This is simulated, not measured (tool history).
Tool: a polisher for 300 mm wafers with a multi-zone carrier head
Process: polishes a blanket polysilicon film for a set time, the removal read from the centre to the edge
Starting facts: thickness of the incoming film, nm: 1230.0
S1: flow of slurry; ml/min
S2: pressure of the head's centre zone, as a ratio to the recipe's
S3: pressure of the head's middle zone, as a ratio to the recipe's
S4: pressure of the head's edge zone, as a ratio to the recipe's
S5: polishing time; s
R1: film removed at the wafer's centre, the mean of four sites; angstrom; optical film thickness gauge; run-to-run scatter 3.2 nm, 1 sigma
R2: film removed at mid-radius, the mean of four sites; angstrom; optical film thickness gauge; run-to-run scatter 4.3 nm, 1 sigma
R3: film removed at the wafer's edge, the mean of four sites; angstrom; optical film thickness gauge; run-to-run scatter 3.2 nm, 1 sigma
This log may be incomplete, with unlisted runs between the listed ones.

{"run": 1, "hour": 0.0, "S1": 125, "S2": 1, "S3": 1, "S4": 1, "S5": 43, "R1": 4680.5, "R2": 4709.6, "R3": 4677.5}
{"run": 2, "hour": 1.6, "S1": 120, "S2": 0.98, "S3": 1, "S4": 0.97, "S5": 39, "R1": 4173.2, "R2": 4228.5, "R3": 4192.8}
{"run": 3, "hour": 7.1, "S1": 115, "S2": 0.96, "S3": 1.01, "S4": 0.95, "S5": 36, "R1": 3766.8, "R2": 3951.3, "R3": 3806.7}
{"run": 4, "hour": 12.9, "S1": 85, "S2": 0.96, "S3": 1.01, "S4": 0.95, "S5": 36, "R1": 3542.1, "R2": 3768.3, "R3": 3705}
{"run": 5, "hour": 20.5, "S1": 85, "S2": 0.96, "S3": 1.01, "S4": 0.95, "S5": 43, "R1": 4272.2, "R2": 4559.9, "R3": 4316.6}
{"run": 6, "hour": 24.9, "S1": 85, "S2": 0.96, "S3": 1.01, "S4": 1.02, "S5": 43, "R1": 4234.4, "R2": 4516.4, "R3": 4519.4}
{"run": 7, "hour": 28.1, "S1": 85, "S2": 0.96, "S3": 1.01, "S4": 1.02, "S5": 43, "R1": 4279, "R2": 4553.2, "R3": 4555.4}
{"run": 8, "hour": 33.8, "S1": 85, "S2": 0.95, "S3": 1.01, "S4": 0.98, "S5": 40, "R1": 3934.3, "R2": 4139.2, "R3": 4114.7}
{"run": 9, "hour": 35.1, "S1": 85, "S2": 0.94, "S3": 1.01, "S4": 0.95, "S5": 37, "R1": 3576.6, "R2": 3784, "R3": 3816.4}
{"run": 10, "hour": 44.0, "S1": 85, "S2": 0.94, "S3": 1.02, "S4": 0.93, "S5": 35, "R1": 3425.3, "R2": 3783, "R3": 3538.7}
{"run": 11, "hour": 51.9, "S1": 85, "S2": 0.93, "S3": 1.01, "S4": 0.91, "S5": 34, "R1": 3306.2, "R2": 3603.7, "R3": 3408.9}
{"run": 12, "hour": 60.0, "S1": 85, "S2": 0.92, "S3": 1, "S4": 0.89, "S5": 33, "R1": 3229.9, "R2": 3479.5, "R3": 3321.8}
{"run": 13, "hour": 62.0, "S1": 85, "S2": 0.91, "S3": 1, "S4": 0.88, "S5": 32, "R1": 3103.9, "R2": 3304.6, "R3": 3189.1}

Predict the results of run 14:
{"run": 14, "hour": 63.0, "S1": 85, "S2": 0.9, "S3": 1, "S4": 0.87, "S5": 32, "R1": "?", "R2": "?", "R3": "?"}

Run 14 produced R1 3066.9 angstrom, R2 3324.7 angstrom, R3 3132.1 angstrom.

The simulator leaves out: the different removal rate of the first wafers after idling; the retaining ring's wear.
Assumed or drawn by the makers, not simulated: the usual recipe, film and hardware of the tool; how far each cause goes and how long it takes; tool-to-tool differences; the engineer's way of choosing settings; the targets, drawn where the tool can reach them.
